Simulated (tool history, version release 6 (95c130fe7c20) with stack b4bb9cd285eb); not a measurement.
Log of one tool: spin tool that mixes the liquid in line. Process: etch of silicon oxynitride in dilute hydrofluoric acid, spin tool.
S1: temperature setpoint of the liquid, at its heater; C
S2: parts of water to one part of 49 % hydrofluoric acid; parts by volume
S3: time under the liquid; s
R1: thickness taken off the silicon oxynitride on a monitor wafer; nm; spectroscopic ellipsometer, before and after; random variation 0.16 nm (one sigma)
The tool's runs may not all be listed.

| run | day | S1 | S2 | S3 | R1 |
|---|---|---|---|---|---|
| 1 | 0.000 | 25.0 | 65 | 215 | 15.780 |
| 2 | 0.275 | 27.5 | 60 | 215 | 19.595 |
| 3 | 0.450 | 29.0 | 55 | 215 | 23.118 |
| 4 | 0.508 | 29.0 | 75 | 215 | 16.514 |
| 5 | 0.825 | 29.0 | 75 | 230 | 17.488 |
| 6 | 0.875 | 30.0 | 70 | 230 | 19.929 |

Forecast run 7:
| 7 | 0.962 | 31.0 | 65 | 230 | ? |

R1: 22.356 nm

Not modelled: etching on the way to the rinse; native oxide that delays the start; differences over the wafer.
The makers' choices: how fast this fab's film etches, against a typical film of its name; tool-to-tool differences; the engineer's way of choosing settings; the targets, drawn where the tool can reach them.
